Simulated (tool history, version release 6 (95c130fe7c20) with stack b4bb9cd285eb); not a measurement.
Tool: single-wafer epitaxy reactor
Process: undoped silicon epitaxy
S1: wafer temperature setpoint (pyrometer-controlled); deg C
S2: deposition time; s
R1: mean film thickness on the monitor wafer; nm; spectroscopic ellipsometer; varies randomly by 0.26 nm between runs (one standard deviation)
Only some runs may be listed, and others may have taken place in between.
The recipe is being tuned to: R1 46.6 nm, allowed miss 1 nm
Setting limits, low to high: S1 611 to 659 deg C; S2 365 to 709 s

Run 1, day 0: S1 635 deg C, S2 537 s. Result: R1 64.378 nm.
Run 2, day 0.208: S1 635 deg C, S2 563 s. Result: R1 66.643 nm.
Run 3, day 0.571: S1 631 deg C, S2 562 s. Result: R1 60.406 nm.
Run 4, day 0.654: S1 631 deg C, S2 612 s. Result: R1 65.53 nm.
Run 5, day 0.683: S1 631 deg C, S2 686 s. Result: R1 74.11 nm.
Run 6, day 0.829: S1 627 deg C, S2 685 s. Result: R1 66.539 nm.
Run 7, day 1: S1 624 deg C, S2 684 s. Result: R1 61.62 nm.
Run 8, day 1.308: S1 612 deg C, S2 681 s. Result: R1 45.223 nm.

Which one of the following 5 next-run settings gets every result inside its allowed miss? There is exactly one.
Run A, day 1.617: S1 612 deg C, S2 639 s. Result: R1 ?.
Run B, day 1.617: S1 615 deg C, S2 644 s. Result: R1 ?.
Run C, day 1.617: S1 614 deg C, S2 612 s. Result: R1 ?.
Run D, day 1.617: S1 611 deg C, S2 674 s. Result: R1 ?.
Run E, day 1.617: S1 611 deg C, S2 677 s. Result: R1 ?.

move      R1
   A  42.361
   B  46.115
   C  42.714
   D  43.542
   E  43.736
A: moves away from the targets compared with the last run
B: in spec on every target
C: moves away from the targets compared with the last run
D: moves away from the targets compared with the last run
E: moves away from the targets compared with the last run
The right move is B.

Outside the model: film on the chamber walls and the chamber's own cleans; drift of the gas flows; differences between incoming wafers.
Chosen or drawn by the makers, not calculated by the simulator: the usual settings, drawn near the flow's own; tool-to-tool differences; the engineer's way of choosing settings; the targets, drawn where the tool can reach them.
